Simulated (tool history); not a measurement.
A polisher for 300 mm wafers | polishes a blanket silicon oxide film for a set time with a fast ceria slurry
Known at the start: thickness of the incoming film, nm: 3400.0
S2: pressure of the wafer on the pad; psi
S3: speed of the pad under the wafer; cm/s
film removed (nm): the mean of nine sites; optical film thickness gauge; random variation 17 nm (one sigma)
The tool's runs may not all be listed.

Run 1, hour 0: flow of slurry (ml/min) 210, S2 2.2 psi, S3 112 cm/s, polishing time (s) 48. Result: film removed (nm) 800.74.
Run 2, hour 1.4: flow of slurry (ml/min) 210, S2 2.2 psi, S3 112 cm/s, polishing time (s) 48. Result: film removed (nm) 800.24.
Run 3, hour 9: flow of slurry (ml/min) 245, S2 2.2 psi, S3 112 cm/s, polishing time (s) 48. Result: film removed (nm) 828.82.
Run 4, hour 11.9: flow of slurry (ml/min) 250, S2 2.3 psi, S3 112 cm/s, polishing time (s) 48. Result: film removed (nm) 861.86.
Run 5, hour 17.4: flow of slurry (ml/min) 220, S2 2.3 psi, S3 112 cm/s, polishing time (s) 48. Result: film removed (nm) 840.16.
Run 6, hour 23.4: flow of slurry (ml/min) 265, S2 2.3 psi, S3 112 cm/s, polishing time (s) 48. Result: film removed (nm) 865.23.
Run 7, hour 31.9: flow of slurry (ml/min) 265, S2 2.4 psi, S3 114 cm/s, polishing time (s) 48. Result: film removed (nm) 910.36.
Run 8, hour 38.2: flow of slurry (ml/min) 265, S2 2.5 psi, S3 116 cm/s, polishing time (s) 48. Result: film removed (nm) 973.33.
Run 9, hour 39.6: flow of slurry (ml/min) 265, S2 2.6 psi, S3 118 cm/s, polishing time (s) 48. Result: film removed (nm) 1031.2.
Run 10, hour 40.8: flow of slurry (ml/min) 265, S2 2.7 psi, S3 120 cm/s, polishing time (s) 48. Result: film removed (nm) 1064.9.
Run 11, hour 45.2: flow of slurry (ml/min) 265, S2 2.8 psi, S3 122 cm/s, polishing time (s) 48. Result: film removed (nm) 1157.6.

Forecast run 12:
Run 12, hour 47.4: flow of slurry (ml/min) 265, S2 2.9 psi, S3 122 cm/s, polishing time (s) 48. Result: film removed (nm) ?.

Run 12 gave film removed (nm) 1186.1.

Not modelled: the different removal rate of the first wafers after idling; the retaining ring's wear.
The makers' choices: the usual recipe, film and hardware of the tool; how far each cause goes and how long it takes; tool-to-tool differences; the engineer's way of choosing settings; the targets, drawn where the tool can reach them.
